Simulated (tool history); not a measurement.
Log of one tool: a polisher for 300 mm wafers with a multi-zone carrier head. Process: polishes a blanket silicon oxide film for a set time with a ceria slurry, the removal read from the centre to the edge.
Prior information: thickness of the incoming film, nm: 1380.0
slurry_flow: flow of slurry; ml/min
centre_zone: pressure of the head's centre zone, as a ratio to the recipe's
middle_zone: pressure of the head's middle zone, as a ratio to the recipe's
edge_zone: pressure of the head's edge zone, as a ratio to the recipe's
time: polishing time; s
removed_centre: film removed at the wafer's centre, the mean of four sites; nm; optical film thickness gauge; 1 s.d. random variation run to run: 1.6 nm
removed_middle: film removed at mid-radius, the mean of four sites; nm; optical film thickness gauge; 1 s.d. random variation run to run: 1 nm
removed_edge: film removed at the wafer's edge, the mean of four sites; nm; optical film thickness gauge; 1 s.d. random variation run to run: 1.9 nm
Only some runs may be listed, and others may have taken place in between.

run 1 hour=0 | slurry_flow=205 centre_zone=1 middle_zone=1 edge_zone=1 time=54 | removed_centre=177.8 removed_middle=178.9 removed_edge=182.46
run 2 hour=2.6 | slurry_flow=200 centre_zone=1.01 middle_zone=0.98 edge_zone=0.98 time=54 | removed_centre=179.52 removed_middle=175.34 removed_edge=180.53
run 3 hour=3.7 | slurry_flow=200 centre_zone=1.01 middle_zone=0.98 edge_zone=1.03 time=54 | removed_centre=179.14 removed_middle=175.08 removed_edge=185.56
run 4 hour=6.3 | slurry_flow=225 centre_zone=1.01 middle_zone=0.98 edge_zone=1.03 time=54 | removed_centre=184.38 removed_middle=179.96 removed_edge=186.03
run 5 hour=14.4 | slurry_flow=225 centre_zone=1.01 middle_zone=0.98 edge_zone=1.03 time=61 | removed_centre=205.89 removed_middle=201.48 removed_edge=210.81
run 6 hour=16.2 | slurry_flow=225 centre_zone=1.05 middle_zone=0.98 edge_zone=1.03 time=61 | removed_centre=214.6 removed_middle=202.9 removed_edge=210.95
run 7 hour=16.7 | slurry_flow=225 centre_zone=1.04 middle_zone=0.96 edge_zone=1.01 time=59 | removed_centre=203.59 removed_middle=189.55 removed_edge=200.9
run 8 hour=20.3 | slurry_flow=230 centre_zone=1.04 middle_zone=0.95 edge_zone=0.99 time=58 | removed_centre=201.47 removed_middle=188.02 removed_edge=195.57
run 9 hour=21.9 | slurry_flow=230 centre_zone=1.04 middle_zone=0.93 edge_zone=0.97 time=57 | removed_centre=201.85 removed_middle=183.59 removed_edge=186.89

Run 10, settings as shown, results not yet in. Your forecast:
run 10 hour=30.7 | slurry_flow=220 centre_zone=1.03 middle_zone=0.91 edge_zone=0.96 time=56 | removed_centre=? removed_middle=? removed_edge=?

For run 10 the tool returned removed_centre 194.64 nm, removed_middle 176.53 nm, removed_edge 185.88 nm.

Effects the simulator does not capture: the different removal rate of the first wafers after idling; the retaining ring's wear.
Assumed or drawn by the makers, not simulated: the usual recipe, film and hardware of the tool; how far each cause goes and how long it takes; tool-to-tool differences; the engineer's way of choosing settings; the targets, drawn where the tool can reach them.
